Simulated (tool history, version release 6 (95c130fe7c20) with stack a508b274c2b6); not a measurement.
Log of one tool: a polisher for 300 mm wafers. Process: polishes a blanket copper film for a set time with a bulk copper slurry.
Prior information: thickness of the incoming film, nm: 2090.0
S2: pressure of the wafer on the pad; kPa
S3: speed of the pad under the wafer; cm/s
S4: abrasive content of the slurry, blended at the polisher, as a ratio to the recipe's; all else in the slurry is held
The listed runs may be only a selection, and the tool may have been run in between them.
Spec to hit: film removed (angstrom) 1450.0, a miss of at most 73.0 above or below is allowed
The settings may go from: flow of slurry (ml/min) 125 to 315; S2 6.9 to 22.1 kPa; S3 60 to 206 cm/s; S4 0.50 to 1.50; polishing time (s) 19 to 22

run 1 hour=0.0 | flow_of_slurry_(ml/min)=205 S2=14.5 S3=132 S4=1.00 polishing_time_(s)=22 | film_removed_(angstrom)=2004.7
run 2 hour=0.5 | flow_of_slurry_(ml/min)=160 S2=14.5 S3=132 S4=1.00 polishing_time_(s)=22 | film_removed_(angstrom)=1909.6
run 3 hour=3.0 | flow_of_slurry_(ml/min)=160 S2=14.5 S3=132 S4=0.80 polishing_time_(s)=22 | film_removed_(angstrom)=1888.1
run 4 hour=9.8 | flow_of_slurry_(ml/min)=160 S2=14.5 S3=160 S4=0.80 polishing_time_(s)=22 | film_removed_(angstrom)=2184.0
run 5 hour=17.7 | flow_of_slurry_(ml/min)=160 S2=14.5 S3=176 S4=0.80 polishing_time_(s)=22 | film_removed_(angstrom)=2365.8
run 6 hour=21.5 | flow_of_slurry_(ml/min)=160 S2=12.4 S3=174 S4=0.80 polishing_time_(s)=22 | film_removed_(angstrom)=1982.8
run 7 hour=29.2 | flow_of_slurry_(ml/min)=160 S2=8.3 S3=170 S4=0.80 polishing_time_(s)=22 | film_removed_(angstrom)=1320.1
run 8 hour=36.3 | flow_of_slurry_(ml/min)=160 S2=9.7 S3=170 S4=0.80 polishing_time_(s)=22 | film_removed_(angstrom)=1533.1

Consider the 5 candidate settings below. Which is the only one whose results all fall within their allowed miss of target?
run A hour=43.4 | flow_of_slurry_(ml/min)=125 S2=11.0 S3=198 S4=0.90 polishing_time_(s)=19 | film_removed_(angstrom)=?
run B hour=43.4 | flow_of_slurry_(ml/min)=125 S2=11.0 S3=162 S4=0.50 polishing_time_(s)=19 | film_removed_(angstrom)=?
run C hour=43.4 | flow_of_slurry_(ml/min)=225 S2=9.7 S3=188 S4=0.65 polishing_time_(s)=22 | film_removed_(angstrom)=?
run D hour=43.4 | flow_of_slurry_(ml/min)=150 S2=9.7 S3=204 S4=0.80 polishing_time_(s)=21 | film_removed_(angstrom)=?
run E hour=43.4 | flow_of_slurry_(ml/min)=160 S2=9.7 S3=174 S4=0.85 polishing_time_(s)=20 | film_removed_(angstrom)=?

move=A film_removed_(angstrom)=1607.0
move=B film_removed_(angstrom)=1243.3
move=C film_removed_(angstrom)=1660.6
move=D film_removed_(angstrom)=1641.3
move=E film_removed_(angstrom)=1395.5
A: misses by more than the last run did
B: the result that was furthest off in the last run now lies on the other side of its target
C: misses by more than the last run did
D: misses by more than the last run did
E: hits every target within its allowed miss
Answer: E

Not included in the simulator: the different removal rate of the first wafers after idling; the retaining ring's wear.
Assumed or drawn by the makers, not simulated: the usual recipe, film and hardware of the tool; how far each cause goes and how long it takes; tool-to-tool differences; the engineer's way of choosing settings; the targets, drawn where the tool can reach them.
